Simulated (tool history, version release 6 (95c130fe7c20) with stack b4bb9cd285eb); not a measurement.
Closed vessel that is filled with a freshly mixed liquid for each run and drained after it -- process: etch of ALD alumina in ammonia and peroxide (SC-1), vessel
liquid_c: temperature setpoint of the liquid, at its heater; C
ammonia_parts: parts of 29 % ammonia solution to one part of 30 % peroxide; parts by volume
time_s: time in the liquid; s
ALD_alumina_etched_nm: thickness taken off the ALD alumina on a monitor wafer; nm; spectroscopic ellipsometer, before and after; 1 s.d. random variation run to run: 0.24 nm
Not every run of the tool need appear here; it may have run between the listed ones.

run,day,liquid_c,ammonia_parts,time_s,ALD_alumina_etched_nm
1,0.000,56.0,0.55,160,15.461
2,0.154,56.0,0.70,160,16.094
3,0.379,62.5,0.70,160,22.913
4,0.738,62.5,0.80,160,22.826
5,0.846,62.5,0.80,160,22.708
6,1.121,63.0,0.80,160,23.422
7,1.342,63.5,0.80,160,23.625

The next listed run, before its measurement:
8,1.508,64.0,0.80,160,?

{"run 8": {"ALD_alumina_etched_nm": 24.621}}
